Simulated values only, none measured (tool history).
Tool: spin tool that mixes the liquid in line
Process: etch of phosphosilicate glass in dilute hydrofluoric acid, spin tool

run,hour,temperature setpoint of the liquid (C),parts of water to one part of 49 % hydrofluoric acid (parts by volume),time under the liquid (s),thickness taken off the phosphosilicate glass on a monitor wafer (nm)
1,0,22,145,50,42.905
2,2.3,22,145,55,47.892
3,6.7,22,100,55,71.846
4,9.5,21.5,100,55,72.517
5,12.4,21.5,150,55,44.863
6,17.8,21.5,200,55,32.35
7,26.3,21.5,200,55,32.002
8,28.9,22.5,195,55,34.426
# hour 37.5: thermometer replaced
9,37.5,23.5,190,55,34.637
10,40.5,23.5,180,55,36.726
11,42.1,23.5,170,55,38.818

The next listed run, before its measurement:
12,44.2,23,165,55,?

{"run 12": {"thickness taken off the phosphosilicate glass on a monitor wafer (nm)": 40.436}}
